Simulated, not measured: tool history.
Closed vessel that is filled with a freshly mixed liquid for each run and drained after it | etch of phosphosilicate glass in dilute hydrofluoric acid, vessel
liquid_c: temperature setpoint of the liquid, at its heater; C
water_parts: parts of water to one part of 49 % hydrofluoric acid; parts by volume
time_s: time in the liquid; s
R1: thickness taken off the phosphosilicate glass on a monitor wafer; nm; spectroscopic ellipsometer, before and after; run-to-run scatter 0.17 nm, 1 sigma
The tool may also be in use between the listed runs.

run 1 hour=0 | liquid_c=25 water_parts=240 time_s=35 | R1=25.88
run 2 hour=8.9 | liquid_c=22 water_parts=240 time_s=35 | R1=23.268
run 3 hour=13.7 | liquid_c=21 water_parts=245 time_s=35 | R1=22.227
run 4 hour=17.2 | liquid_c=19 water_parts=245 time_s=35 | R1=20.323
run 5 hour=21.9 | liquid_c=19 water_parts=190 time_s=35 | R1=27.4
run 6 hour=23.5 | liquid_c=19 water_parts=190 time_s=30 | R1=23.055
run 7 hour=27.5 | liquid_c=18.5 water_parts=205 time_s=30 | R1=20.872

Run 8 is up next; what results do you expect?
run 8 hour=36.3 | liquid_c=18 water_parts=210 time_s=30 | R1=?

R1: 20.336 nm
